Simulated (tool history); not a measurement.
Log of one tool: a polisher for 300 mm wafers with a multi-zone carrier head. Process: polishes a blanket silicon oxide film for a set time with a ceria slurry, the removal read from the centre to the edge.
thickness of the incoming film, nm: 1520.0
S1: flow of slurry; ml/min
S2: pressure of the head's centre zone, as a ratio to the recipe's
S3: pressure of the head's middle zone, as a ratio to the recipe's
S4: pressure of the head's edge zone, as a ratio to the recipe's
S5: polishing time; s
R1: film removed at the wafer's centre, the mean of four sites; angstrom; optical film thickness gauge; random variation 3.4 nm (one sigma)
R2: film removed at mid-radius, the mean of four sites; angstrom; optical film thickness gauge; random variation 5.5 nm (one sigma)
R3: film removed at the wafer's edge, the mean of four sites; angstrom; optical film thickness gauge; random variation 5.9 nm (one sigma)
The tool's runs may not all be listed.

run  hour   S1    S2    S3    S4  S5      R1      R2      R3
  1   0.0  210  1.00  1.00  1.00  86  3797.6  3723.9  4025.8
  2   2.2  250  1.00  1.00  1.00  86  3912.3  3720.6  3922.6
  3   8.9  250  1.00  1.00  1.00  97  4410.3  4191.7  4491.0
  4  13.0  245  1.00  0.99  1.01  97  4442.0  4217.7  4540.7
  5  21.3  235  1.00  0.98  1.02  97  4403.7  4135.0  4475.2
  6  22.1  235  1.00  0.91  1.02  97  4412.3  3971.4  4532.8
  7  26.6  235  1.00  0.91  1.02  97  4378.6  3998.0  4474.7

Forecast run 8:
  8  32.3  225  0.99  0.91  1.03  97   ?   ?   ?

R1: 4328.7 angstrom
R2: 3979.8 angstrom
R3: 4539.2 angstrom
